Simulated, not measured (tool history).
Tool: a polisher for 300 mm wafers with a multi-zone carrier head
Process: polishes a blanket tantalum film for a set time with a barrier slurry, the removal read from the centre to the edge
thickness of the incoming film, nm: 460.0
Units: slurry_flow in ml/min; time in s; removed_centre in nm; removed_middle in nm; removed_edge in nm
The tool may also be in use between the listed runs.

run,day,slurry_flow,centre_zone,middle_zone,edge_zone,slurry_solids,time,removed_centre,removed_middle,removed_edge
1,0,300,1,1,1,1,64,78.091,79.795,77.231
2,0.117,300,1,0.95,1,1,64,76.658,76.434,77.157
3,0.171,305,1.01,0.96,1.03,1.1,65,83.035,79.357,81.69
4,0.271,310,1,0.98,1.06,1.2,66,82.777,82.155,85.014
5,0.408,315,1.01,1,1.07,1.25,68,89.168,86.93,87.599
6,0.588,315,1.01,1,1.07,1.1,68,85.927,87.246,86.394
7,0.767,320,1.01,1,1.09,1.15,69,89.681,87.353,89.141

Run 8 comes next. What will it give?
8,0.996,320,1.01,1,1.09,1.15,69,?,?,?

removed_centre: 90.188 nm
removed_middle: 89.61 nm
removed_edge: 88.957 nm
